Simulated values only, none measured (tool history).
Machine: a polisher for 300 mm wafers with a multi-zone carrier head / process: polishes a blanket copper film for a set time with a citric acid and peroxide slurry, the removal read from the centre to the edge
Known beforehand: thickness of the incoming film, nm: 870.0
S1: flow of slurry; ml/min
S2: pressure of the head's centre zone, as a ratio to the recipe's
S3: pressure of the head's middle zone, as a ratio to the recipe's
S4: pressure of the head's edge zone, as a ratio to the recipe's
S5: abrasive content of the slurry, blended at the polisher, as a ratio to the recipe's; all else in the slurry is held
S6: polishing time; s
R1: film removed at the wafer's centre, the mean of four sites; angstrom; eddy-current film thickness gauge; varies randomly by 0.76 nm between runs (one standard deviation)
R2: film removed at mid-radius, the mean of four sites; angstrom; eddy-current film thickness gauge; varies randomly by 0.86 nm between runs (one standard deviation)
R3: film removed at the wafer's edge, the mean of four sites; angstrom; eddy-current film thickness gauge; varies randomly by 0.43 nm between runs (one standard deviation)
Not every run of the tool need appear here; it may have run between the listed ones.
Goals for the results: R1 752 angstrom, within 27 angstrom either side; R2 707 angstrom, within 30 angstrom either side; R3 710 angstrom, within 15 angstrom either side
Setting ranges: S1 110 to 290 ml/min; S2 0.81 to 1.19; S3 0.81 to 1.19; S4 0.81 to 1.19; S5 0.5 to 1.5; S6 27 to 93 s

run  hour   S1    S2    S3    S4    S5  S6      R1      R2      R3
  1     0  185     1     1     1     1  59  1504.1  1485.3  1512.5
  2   4.7  185     1  0.93     1     1  59  1484.2  1366.8  1487.1
  3   6.3  185  0.95  0.93     1     1  59  1445.7  1427.7  1507.4
  4     8  185  0.95  0.93     1     1  71  1726.1  1677.5  1796.8
  5    10  185  0.95  0.93  0.94     1  71  1717.2  1679.3  1724.9
  6  18.3  205  0.95  0.93  0.94     1  71  1765.2  1711.2  1767.2
  7    26  185  0.95  0.91  0.91   0.9  60  1445.7  1406.5  1433.4
  8  28.8  165  0.95  0.88  0.88   0.8  51  1201.9  1108.2  1160.9
  9    32  155  0.94  0.88  0.86  0.75  45  1013.5  955.76    1007
 10  39.4  155  1.01  0.93  0.81   0.5  28  650.54  599.42  575.45
 11  43.9  175     1  0.93  0.84  0.55  28  660.83  614.93  601.29
 12  45.3  175     1  0.94  0.86  0.65  28  655.51  625.24  621.78
 13  53.4  175     1  0.94  0.85  0.75  29  695.07  675.44  657.68
 14  54.4  175     1  0.93  0.85   0.8  29  712.05  665.22  658.56
 15  62.3  175     1  0.93  0.85  0.85  29  724.54  664.51   659.5
 16  69.7  175     1  0.93  0.85  0.85  29  700.08  650.17  660.55
 17  71.9  180  1.01  0.94  0.86  0.85  30  757.22  714.41  693.55

4 candidate next runs follow, results not yet known. Just one meets every target within its allowed miss. Identify it.
  A  74.1  190     1  0.94  0.88  0.75  31   ?   ?   ?
  B  74.1  185  1.04  1.03  0.81   0.8  30   ?   ?   ?
  C  74.1  180  1.02  1.02  0.85  0.75  29   ?   ?   ?
  D  74.1  195  1.04  0.97  0.81   0.8  30   ?   ?   ?

move      R1      R2      R3
   A   771.5   700.9  704.11
   B   778.1  736.08  659.74
   C  729.51  697.21   644.3
   D  783.82  704.59  663.67
A: each result inside its tolerance
B: moves away from the targets compared with the last run
C: moves away from the targets compared with the last run
D: moves away from the targets compared with the last run
A meets every target.
